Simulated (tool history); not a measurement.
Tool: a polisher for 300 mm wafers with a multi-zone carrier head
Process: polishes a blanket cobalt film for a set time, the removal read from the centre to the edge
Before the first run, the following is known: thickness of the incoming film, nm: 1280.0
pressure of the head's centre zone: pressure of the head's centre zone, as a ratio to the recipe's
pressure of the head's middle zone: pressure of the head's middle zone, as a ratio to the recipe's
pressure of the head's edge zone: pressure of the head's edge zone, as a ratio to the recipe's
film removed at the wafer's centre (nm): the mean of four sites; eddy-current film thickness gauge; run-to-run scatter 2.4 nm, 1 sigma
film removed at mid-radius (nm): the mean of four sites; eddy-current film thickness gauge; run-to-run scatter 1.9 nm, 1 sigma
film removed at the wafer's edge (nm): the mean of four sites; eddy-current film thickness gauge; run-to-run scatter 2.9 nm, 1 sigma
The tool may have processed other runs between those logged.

run	hour	flow of slurry (ml/min)	pressure of the head's centre zone	pressure of the head's middle zone	pressure of the head's edge zone	polishing time (s)	film removed at the wafer's centre (nm)	film removed at mid-radius (nm)	film removed at the wafer's edge (nm)
1	0	195	1	1	1	82	357.24	381.25	383.99
2	8.1	160	1	1	1	82	344.13	366.06	368.95
3	10.5	150	0.99	0.97	0.96	72	293.22	305.32	314.39
4	13.9	150	1.04	0.97	0.96	72	311.22	302.39	312.22
5	14.7	185	1.04	0.97	0.96	72	328.58	319.54	322.06
6	17.9	175	1.01	0.95	0.92	66	294.41	286.9	292.09
7	19.1	165	0.99	0.94	0.9	62	266.64	263.6	265.64
8	27.4	155	0.96	0.92	0.88	61	243.75	250.84	256.34
9	35.5	145	0.96	0.91	0.86	60	240.49	241.37	250.83

Run 10, settings as shown, results not yet in. Your forecast:
10	42.6	140	0.95	0.91	0.85	59	?	?	?

film removed at the wafer's centre (nm): 226.96
film removed at mid-radius (nm): 238
film removed at the wafer's edge (nm): 237.79
